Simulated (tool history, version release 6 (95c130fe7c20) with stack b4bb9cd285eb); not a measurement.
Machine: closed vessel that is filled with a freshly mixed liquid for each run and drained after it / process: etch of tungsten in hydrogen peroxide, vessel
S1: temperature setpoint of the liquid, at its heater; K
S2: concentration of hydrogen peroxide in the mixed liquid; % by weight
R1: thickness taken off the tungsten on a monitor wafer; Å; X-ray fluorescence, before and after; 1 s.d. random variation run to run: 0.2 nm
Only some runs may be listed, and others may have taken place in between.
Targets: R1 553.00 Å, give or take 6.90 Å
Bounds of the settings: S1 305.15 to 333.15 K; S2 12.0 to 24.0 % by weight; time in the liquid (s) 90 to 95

Run 1, hour 0.0: S1 317.15 K, S2 16.0 % by weight, time in the liquid (s) 90. Result: R1 1166.00 Å.
Run 2, hour 2.6: S1 315.65 K, S2 16.0 % by weight, time in the liquid (s) 90. Result: R1 1065.00 Å.
Run 3, hour 6.5: S1 314.65 K, S2 16.0 % by weight, time in the liquid (s) 90. Result: R1 998.17 Å.
Run 4, hour 9.8: S1 311.65 K, S2 16.0 % by weight, time in the liquid (s) 90. Result: R1 819.91 Å.
Run 5, hour 15.9: S1 311.65 K, S2 16.0 % by weight, time in the liquid (s) 95. Result: R1 859.16 Å.
Run 6, hour 20.5: S1 311.15 K, S2 16.0 % by weight, time in the liquid (s) 95. Result: R1 835.11 Å.
Run 7, hour 29.0: S1 310.65 K, S2 16.0 % by weight, time in the liquid (s) 95. Result: R1 809.32 Å.
Run 8, hour 30.1: S1 310.15 K, S2 16.0 % by weight, time in the liquid (s) 95. Result: R1 782.35 Å.
Run 9, hour 32.3: S1 309.65 K, S2 16.0 % by weight, time in the liquid (s) 95. Result: R1 758.26 Å.
Run 10, hour 38.1: S1 309.15 K, S2 16.0 % by weight, time in the liquid (s) 95. Result: R1 732.99 Å.
Run 11, hour 43.6: S1 308.65 K, S2 16.0 % by weight, time in the liquid (s) 95. Result: R1 706.09 Å.
Run 12, hour 49.9: S1 305.15 K, S2 15.0 % by weight, time in the liquid (s) 95. Result: R1 538.81 Å.
Run 13, hour 54.3: S1 305.15 K, S2 15.0 % by weight, time in the liquid (s) 95. Result: R1 540.53 Å.

Exercise: of the 4 proposed moves below, exactly one satisfies all targets within the stated allowed misses. Which move is it?
Run A, hour 58.7: S1 305.65 K, S2 15.5 % by weight, time in the liquid (s) 90. Result: R1 ?.
Run B, hour 58.7: S1 307.65 K, S2 12.5 % by weight, time in the liquid (s) 90. Result: R1 ?.
Run C, hour 58.7: S1 306.15 K, S2 14.0 % by weight, time in the liquid (s) 90. Result: R1 ?.
Run D, hour 58.7: S1 306.15 K, S2 12.5 % by weight, time in the liquid (s) 95. Result: R1 ?.

move      R1
   A  539.76
   B  555.20
   C  530.78
   D  529.40
A: its largest miss is bigger than the last run's
B: hits every target within its allowed miss
C: its largest miss is bigger than the last run's
D: its largest miss is bigger than the last run's
Correct choice: B, which meets every target
